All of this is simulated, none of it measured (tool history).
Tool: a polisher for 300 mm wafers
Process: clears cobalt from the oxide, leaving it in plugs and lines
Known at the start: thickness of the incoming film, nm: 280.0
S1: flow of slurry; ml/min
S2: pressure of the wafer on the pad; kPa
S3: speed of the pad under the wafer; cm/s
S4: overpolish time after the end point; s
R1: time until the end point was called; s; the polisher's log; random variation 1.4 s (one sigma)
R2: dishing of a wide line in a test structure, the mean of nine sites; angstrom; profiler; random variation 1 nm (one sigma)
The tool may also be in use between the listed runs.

{"run": 1, "hour": 0.0, "S1": 190, "S2": 14.5, "S3": 108, "S4": 25, "R1": 50.754, "R2": 558.05}
{"run": 2, "hour": 6.4, "S1": 190, "S2": 14.5, "S3": 108, "S4": 14, "R1": 51.122, "R2": 432.34}
{"run": 3, "hour": 12.1, "S1": 190, "S2": 14.5, "S3": 108, "S4": 9, "R1": 51.317, "R2": 340.64}
{"run": 4, "hour": 14.0, "S1": 190, "S2": 13.1, "S3": 106, "S4": 13, "R1": 56.726, "R2": 408.38}
{"run": 5, "hour": 15.2, "S1": 160, "S2": 13.1, "S3": 106, "S4": 13, "R1": 58.977, "R2": 407.29}
{"run": 6, "hour": 23.7, "S1": 160, "S2": 11.7, "S3": 106, "S4": 13, "R1": 63.048, "R2": 366.33}

Run 7 comes next. What will it give?
{"run": 7, "hour": 31.5, "S1": 160, "S2": 11.7, "S3": 102, "S4": 17, "R1": "?", "R2": "?"}

R1: 63.937 s
R2: 444.35 angstrom

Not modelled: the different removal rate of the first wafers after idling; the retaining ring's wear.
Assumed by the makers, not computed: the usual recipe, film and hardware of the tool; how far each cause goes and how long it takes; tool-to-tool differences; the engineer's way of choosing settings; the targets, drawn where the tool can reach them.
